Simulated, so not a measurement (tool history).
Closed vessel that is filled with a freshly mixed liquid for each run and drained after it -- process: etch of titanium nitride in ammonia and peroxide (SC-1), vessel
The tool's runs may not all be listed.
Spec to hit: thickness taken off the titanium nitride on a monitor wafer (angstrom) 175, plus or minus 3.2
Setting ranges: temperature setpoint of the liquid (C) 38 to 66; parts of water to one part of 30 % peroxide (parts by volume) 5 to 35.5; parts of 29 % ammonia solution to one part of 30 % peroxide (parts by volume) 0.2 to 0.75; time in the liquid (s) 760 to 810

run  hour  temperature setpoint of the liquid (C)  parts of water to one part of 30 % peroxide (parts by volume)  parts of 29 % ammonia solution to one part of 30 % peroxide (parts by volume)  time in the liquid (s)  thickness taken off the titanium nitride on a monitor wafer (angstrom)
  1     0                                      50                                                           19.5                                                                           0.45                     760                                                                  377.38
  2   4.9                                      50                                                           12.5                                                                           0.45                     760                                                                  486.14
  3  12.7                                      50                                                           12.5                                                                           0.35                     760                                                                  460.67
  4  17.5                                    44.5                                                           12.5                                                                           0.35                     760                                                                  309.39
  5    23                                    44.5                                                            6.5                                                                           0.35                     760                                                                  442.22
  6  30.5                                    43.5                                                              8                                                                           0.35                     760                                                                  368.33
  7  36.5                                    42.5                                                              9                                                                           0.35                     760                                                                  322.75
  8  40.3                                      42                                                             10                                                                           0.35                     760                                                                  291.48
  9  41.1                                      38                                                           17.5                                                                           0.35                     760                                                                  160.17
 10  44.6                                    38.5                                                           17.5                                                                           0.35                     760                                                                  168.99

5 candidate next runs follow, results not yet known. Just one meets every target within its allowed miss. Identify it.
  A  48.1                                    38.5                                                           18.5                                                                            0.6                     765                                                                       ?
  B  48.1                                    43.5                                                           25.5                                                                            0.2                     760                                                                       ?
  C  48.1                                    39.5                                                           23.5                                                                           0.35                     800                                                                       ?
  D  48.1                                    40.5                                                             23                                                                           0.25                     805                                                                       ?
  E  48.1                                    41.5                                                             27                                                                            0.3                     760                                                                       ?

move  thickness taken off the titanium nitride on a monitor wafer (angstrom)
   A                                                                  180.52
   B                                                                  175.53
   C                                                                   160.8
   D                                                                  165.33
   E                                                                  158.85
A: the result that was furthest off in the last run now lies on the other side of its target
B: hits every target within its allowed miss
C: misses by more than the last run did
D: misses by more than the last run did
E: misses by more than the last run did
So the answer is move B, the one that meets all the targets.

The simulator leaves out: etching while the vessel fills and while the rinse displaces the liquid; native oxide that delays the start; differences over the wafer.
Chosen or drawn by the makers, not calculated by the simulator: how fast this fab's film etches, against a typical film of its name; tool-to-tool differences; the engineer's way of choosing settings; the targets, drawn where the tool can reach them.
